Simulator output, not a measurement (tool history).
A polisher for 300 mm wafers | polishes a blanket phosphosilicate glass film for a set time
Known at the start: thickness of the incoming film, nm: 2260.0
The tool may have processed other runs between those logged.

| run | hour | flow of slurry (ml/min) | pressure of the wafer on the pad (psi) | speed of the pad under the wafer (m/s) | abrasive content of the slurry | polishing time (s) | film removed (angstrom) |
|---|---|---|---|---|---|---|---|
| 1 | 0.0 | 200 | 3.4 | 1.08 | 1.0 | 82 | 8369.4 |
| 2 | 1.7 | 200 | 3.4 | 1.20 | 1.0 | 82 | 8986.1 |
| 3 | 2.3 | 200 | 3.9 | 1.20 | 1.0 | 82 | 10294.0 |
| 4 | 8.6 | 200 | 3.5 | 1.20 | 1.0 | 82 | 9240.1 |
| 5 | 15.3 | 200 | 3.2 | 1.20 | 1.0 | 82 | 8468.8 |
| 6 | 19.6 | 200 | 3.0 | 1.20 | 1.0 | 82 | 8047.8 |
| 7 | 25.5 | 200 | 2.8 | 1.20 | 1.0 | 82 | 7494.1 |

Estimate the outcome of run 8 from the log above:
| 8 | 31.8 | 200 | 2.6 | 1.20 | 1.0 | 82 | ? |

Run 8 came out at film removed (angstrom) 6892.6.

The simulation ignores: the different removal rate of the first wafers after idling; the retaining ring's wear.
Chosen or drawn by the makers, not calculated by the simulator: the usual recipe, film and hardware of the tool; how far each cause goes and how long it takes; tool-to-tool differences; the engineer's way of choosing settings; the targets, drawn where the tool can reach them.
